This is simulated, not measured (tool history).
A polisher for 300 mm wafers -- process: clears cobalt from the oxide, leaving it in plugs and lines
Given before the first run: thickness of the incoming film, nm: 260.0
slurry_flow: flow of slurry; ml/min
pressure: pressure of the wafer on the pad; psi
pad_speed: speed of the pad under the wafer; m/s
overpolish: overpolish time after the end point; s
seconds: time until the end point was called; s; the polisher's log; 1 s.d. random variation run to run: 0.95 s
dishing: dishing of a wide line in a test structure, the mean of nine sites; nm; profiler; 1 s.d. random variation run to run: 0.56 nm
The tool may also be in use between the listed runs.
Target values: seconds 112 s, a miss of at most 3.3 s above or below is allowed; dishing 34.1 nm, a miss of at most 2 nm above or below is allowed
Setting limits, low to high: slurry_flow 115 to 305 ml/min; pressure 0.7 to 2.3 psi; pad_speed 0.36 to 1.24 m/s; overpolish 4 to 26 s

run	hour	slurry_flow	pressure	pad_speed	overpolish	seconds	dishing
1	0	195	1.5	0.8	13	77.074	32.721
2	6.7	190	1.4	0.8	14	81.339	33.205
3	7.7	190	1.4	0.8	18	80.398	40.072
4	8.4	185	1.3	0.8	18	86.042	37.972
5	10.1	185	1	0.8	18	101.28	33.388
6	13.4	180	1	0.8	18	103.82	33.348
7	21.6	170	1	0.8	18	103.66	33.21
8	25.3	165	1	0.8	18	105.06	33.001

Exactly one of the 4 candidate moves below puts every result within its allowed miss. Which one?
A	29	200	0.8	0.92	19	?	?
B	29	120	1	0.68	18	?	?
C	29	240	0.9	0.76	16	?	?
D	29	165	0.8	0.86	20	?	?

move	seconds	dishing
A	105.11	34.445
B	123.16	29.513
C	112.71	28.859
D	113.37	33.877
A: just as far off the targets as the last run
B: the result that was furthest off in the last run now lies on the other side of its target
C: puts the biggest miss on target and leaves a different result outside tolerance
D: each result inside its tolerance
D meets every target.
